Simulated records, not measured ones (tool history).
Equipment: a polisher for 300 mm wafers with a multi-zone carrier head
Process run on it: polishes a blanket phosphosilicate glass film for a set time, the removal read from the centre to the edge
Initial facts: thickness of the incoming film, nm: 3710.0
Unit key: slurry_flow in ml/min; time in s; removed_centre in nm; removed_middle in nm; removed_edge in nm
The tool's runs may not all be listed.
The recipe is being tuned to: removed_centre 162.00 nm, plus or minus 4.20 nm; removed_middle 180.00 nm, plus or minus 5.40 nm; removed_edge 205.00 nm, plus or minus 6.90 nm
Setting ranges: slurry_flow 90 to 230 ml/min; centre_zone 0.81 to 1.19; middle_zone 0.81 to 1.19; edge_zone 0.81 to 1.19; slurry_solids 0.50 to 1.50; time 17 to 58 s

run 1 hour=0.0 | slurry_flow=150 centre_zone=1.00 middle_zone=1.00 edge_zone=1.00 slurry_solids=1.00 time=37 | removed_centre=170.02 removed_middle=168.31 removed_edge=175.25
run 2 hour=3.7 | slurry_flow=150 centre_zone=0.97 middle_zone=1.00 edge_zone=1.05 slurry_solids=1.05 time=37 | removed_centre=168.85 removed_middle=172.88 removed_edge=180.75
run 3 hour=8.2 | slurry_flow=145 centre_zone=0.93 middle_zone=0.98 edge_zone=1.08 slurry_solids=1.10 time=37 | removed_centre=162.21 removed_middle=171.55 removed_edge=189.38
run 4 hour=10.0 | slurry_flow=145 centre_zone=0.93 middle_zone=0.98 edge_zone=1.08 slurry_solids=0.95 time=37 | removed_centre=150.78 removed_middle=163.31 removed_edge=172.78
run 5 hour=18.6 | slurry_flow=120 centre_zone=0.93 middle_zone=0.98 edge_zone=1.08 slurry_solids=0.95 time=37 | removed_centre=144.19 removed_middle=154.82 removed_edge=167.10
run 6 hour=23.0 | slurry_flow=120 centre_zone=0.93 middle_zone=0.98 edge_zone=1.08 slurry_solids=0.80 time=37 | removed_centre=133.09 removed_middle=142.06 removed_edge=154.50
run 7 hour=27.3 | slurry_flow=140 centre_zone=0.91 middle_zone=0.97 edge_zone=1.11 slurry_solids=0.85 time=37 | removed_centre=139.87 removed_middle=151.49 removed_edge=166.27
run 8 hour=31.7 | slurry_flow=160 centre_zone=0.90 middle_zone=0.96 edge_zone=1.13 slurry_solids=0.90 time=37 | removed_centre=146.88 removed_middle=159.97 removed_edge=177.27
run 9 hour=38.3 | slurry_flow=200 centre_zone=0.86 middle_zone=0.94 edge_zone=1.19 slurry_solids=1.00 time=37 | removed_centre=155.84 removed_middle=174.30 removed_edge=196.41
run 10 hour=44.9 | slurry_flow=205 centre_zone=0.86 middle_zone=0.94 edge_zone=1.19 slurry_solids=1.00 time=37 | removed_centre=155.50 removed_middle=172.18 removed_edge=195.93

Pick the move, out of 5, that brings all results within their allowed miss; only one does.
run A hour=51.5 | slurry_flow=205 centre_zone=0.83 middle_zone=0.82 edge_zone=1.19 slurry_solids=1.00 time=38 | removed_centre=? removed_middle=? removed_edge=?
run B hour=51.5 | slurry_flow=175 centre_zone=0.89 middle_zone=0.82 edge_zone=1.19 slurry_solids=0.95 time=40 | removed_centre=? removed_middle=? removed_edge=?
run C hour=51.5 | slurry_flow=210 centre_zone=0.87 middle_zone=0.90 edge_zone=1.16 slurry_solids=0.95 time=38 | removed_centre=? removed_middle=? removed_edge=?
run D hour=51.5 | slurry_flow=175 centre_zone=0.86 middle_zone=1.03 edge_zone=1.12 slurry_solids=1.05 time=38 | removed_centre=? removed_middle=? removed_edge=?
run E hour=51.5 | slurry_flow=155 centre_zone=0.88 middle_zone=0.97 edge_zone=1.19 slurry_solids=1.05 time=39 | removed_centre=? removed_middle=? removed_edge=?

move=A removed_centre=154.85 removed_middle=160.88 removed_edge=199.76
move=B removed_centre=166.01 removed_middle=161.17 removed_edge=201.51
move=C removed_centre=159.28 removed_middle=167.05 removed_edge=193.15
move=D removed_centre=159.63 removed_middle=185.39 removed_edge=194.47
move=E removed_centre=163.36 removed_middle=178.73 removed_edge=201.92
A: further off than the last run
B: puts the biggest miss on target and leaves a different result outside tolerance
C: puts the biggest miss on target and leaves a different result outside tolerance
D: puts the biggest miss on target and leaves a different result outside tolerance
E: hits every target within its allowed miss
The move that meets every target is E.
